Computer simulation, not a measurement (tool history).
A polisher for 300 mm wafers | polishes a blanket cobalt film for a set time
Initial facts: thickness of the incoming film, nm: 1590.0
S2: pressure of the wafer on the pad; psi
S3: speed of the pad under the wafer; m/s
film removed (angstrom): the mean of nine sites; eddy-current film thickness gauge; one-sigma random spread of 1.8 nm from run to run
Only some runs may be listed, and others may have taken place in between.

{"run": 1, "day": 0.0, "flow of slurry (ml/min)": 130, "S2": 1.5, "S3": 1.1, "polishing time (s)": 81, "film removed (angstrom)": 3574.4}
{"run": 2, "day": 0.254, "flow of slurry (ml/min)": 130, "S2": 1.4, "S3": 1.1, "polishing time (s)": 81, "film removed (angstrom)": 3344.2}
{"run": 3, "day": 0.475, "flow of slurry (ml/min)": 130, "S2": 1.3, "S3": 1.1, "polishing time (s)": 81, "film removed (angstrom)": 3139}
{"run": 4, "day": 0.517, "flow of slurry (ml/min)": 130, "S2": 1.3, "S3": 1, "polishing time (s)": 81, "film removed (angstrom)": 2858.4}
{"run": 5, "day": 0.717, "flow of slurry (ml/min)": 130, "S2": 1.2, "S3": 1, "polishing time (s)": 81, "film removed (angstrom)": 2611.9}
{"run": 6, "day": 0.738, "flow of slurry (ml/min)": 120, "S2": 1, "S3": 1, "polishing time (s)": 81, "film removed (angstrom)": 2163.3}
{"run": 7, "day": 0.762, "flow of slurry (ml/min)": 115, "S2": 1, "S3": 1, "polishing time (s)": 81, "film removed (angstrom)": 2151.3}
{"run": 8, "day": 1.012, "flow of slurry (ml/min)": 110, "S2": 1, "S3": 1, "polishing time (s)": 81, "film removed (angstrom)": 2127.3}
{"run": 9, "day": 1.321, "flow of slurry (ml/min)": 100, "S2": 1, "S3": 1, "polishing time (s)": 81, "film removed (angstrom)": 2084.4}

The next listed run, before its measurement:
{"run": 10, "day": 1.371, "flow of slurry (ml/min)": 90, "S2": 1, "S3": 1, "polishing time (s)": 81, "film removed (angstrom)": "?"}

{"run 10": {"film removed (angstrom)": 2035}}

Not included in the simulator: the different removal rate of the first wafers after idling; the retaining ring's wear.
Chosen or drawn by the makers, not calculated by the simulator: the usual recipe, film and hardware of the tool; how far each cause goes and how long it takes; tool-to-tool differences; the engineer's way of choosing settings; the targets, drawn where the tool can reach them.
